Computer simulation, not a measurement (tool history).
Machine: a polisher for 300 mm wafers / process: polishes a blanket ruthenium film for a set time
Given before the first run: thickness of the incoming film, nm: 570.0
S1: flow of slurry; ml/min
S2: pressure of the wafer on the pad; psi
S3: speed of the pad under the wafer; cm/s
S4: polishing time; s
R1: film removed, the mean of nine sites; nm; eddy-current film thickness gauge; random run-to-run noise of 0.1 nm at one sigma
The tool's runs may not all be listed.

run,hour,S1,S2,S3,S4,R1
1,0.0,255,1.9,92,36,29.276
2,7.0,255,1.6,80,36,21.495
3,12.2,280,1.6,80,36,21.530
4,19.0,280,1.6,80,36,21.834
5,26.8,275,1.4,72,36,17.099
6,30.3,275,1.4,92,36,21.724
7,31.8,275,1.3,82,36,18.510
8,39.5,275,1.2,74,36,15.443
# hour 42.6: worn pad replaced by a new one
9,42.6,270,1.1,70,36,14.595

What does the tool deliver on the next run?
10,43.6,270,1.0,66,36,?

R1: 12.414 nm
